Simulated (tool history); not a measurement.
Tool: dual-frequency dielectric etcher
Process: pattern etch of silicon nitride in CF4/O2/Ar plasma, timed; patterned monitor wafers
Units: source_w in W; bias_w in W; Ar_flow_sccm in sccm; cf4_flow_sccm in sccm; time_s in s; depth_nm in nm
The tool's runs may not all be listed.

run	hour	source_w	bias_w	Ar_flow_sccm	cf4_flow_sccm	time_s	depth_nm
1	0	660	65	82	91	418.5	1076.9
2	3.4	660	65	92	91	418.5	1069.7
3	4.8	660	65	92	91	437.5	1117.5
4	7.7	660	65	103	91	437.5	1095.8
# hour 14: bias power generator calibrated
5	14	710	66	103	91	437.5	1139.4
6	17.4	710	73	103	91	437.5	1189.6
7	20.4	760	74	103	91	437.5	1246.7
8	23	800	75	103	91	437.5	1280
9	24.1	830	77	102	91	437.5	1318.4
10	29.4	850	78	101	92	437.5	1359.5
11	34.2	870	78	101	92	437.5	1367.4
12	38.1	870	78	101	92	437.5	1383.6

Forecast run 13:
13	43.9	880	78	101	92	437.5	?

{"run 13": {"depth_nm": 1385.4}}

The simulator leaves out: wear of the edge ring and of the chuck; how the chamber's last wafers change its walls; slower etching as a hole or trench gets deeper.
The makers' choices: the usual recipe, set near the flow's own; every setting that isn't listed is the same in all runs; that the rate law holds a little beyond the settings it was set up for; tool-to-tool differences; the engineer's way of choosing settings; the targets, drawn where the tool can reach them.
